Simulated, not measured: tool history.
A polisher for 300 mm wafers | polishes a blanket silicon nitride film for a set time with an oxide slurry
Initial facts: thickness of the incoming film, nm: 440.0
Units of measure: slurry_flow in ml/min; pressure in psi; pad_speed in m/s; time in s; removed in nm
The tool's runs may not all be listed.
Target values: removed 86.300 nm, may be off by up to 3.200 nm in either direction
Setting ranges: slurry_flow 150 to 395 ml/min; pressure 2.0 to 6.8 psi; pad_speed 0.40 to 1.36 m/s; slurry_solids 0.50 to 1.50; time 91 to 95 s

| run | hour | slurry_flow | pressure | pad_speed | slurry_solids | time | removed |
|---|---|---|---|---|---|---|---|
| 1 | 0.0 | 250 | 4.4 | 0.88 | 1.00 | 91 | 56.538 |
| 2 | 7.4 | 250 | 4.6 | 0.88 | 1.00 | 91 | 59.453 |
| 3 | 9.4 | 250 | 5.1 | 0.88 | 1.00 | 91 | 63.386 |
| 4 | 17.1 | 250 | 5.3 | 0.88 | 1.00 | 91 | 64.514 |
| 5 | 26.1 | 250 | 5.5 | 0.88 | 1.00 | 91 | 66.953 |
| 6 | 30.7 | 300 | 5.5 | 0.88 | 1.00 | 91 | 67.674 |
| 7 | 39.6 | 300 | 6.7 | 0.90 | 1.00 | 91 | 80.559 |
| 8 | 40.8 | 300 | 6.8 | 0.94 | 1.00 | 91 | 82.344 |

4 candidate next runs follow, results not yet known. Just one meets every target within its allowed miss. Identify it.
| A | 42.0 | 310 | 6.4 | 1.00 | 0.95 | 91 | ? |
| B | 42.0 | 345 | 6.8 | 0.86 | 0.90 | 94 | ? |
| C | 42.0 | 290 | 6.8 | 0.96 | 1.05 | 93 | ? |
| D | 42.0 | 315 | 6.0 | 0.88 | 1.10 | 91 | ? |

| move | removed |
|---|---|
| A | 81.248 |
| B | 77.144 |
| C | 87.338 |
| D | 74.912 |
A: misses by more than the last run did
B: misses by more than the last run did
C: every result within its allowed miss
D: misses by more than the last run did
C is the move that brings every result within its allowed miss.
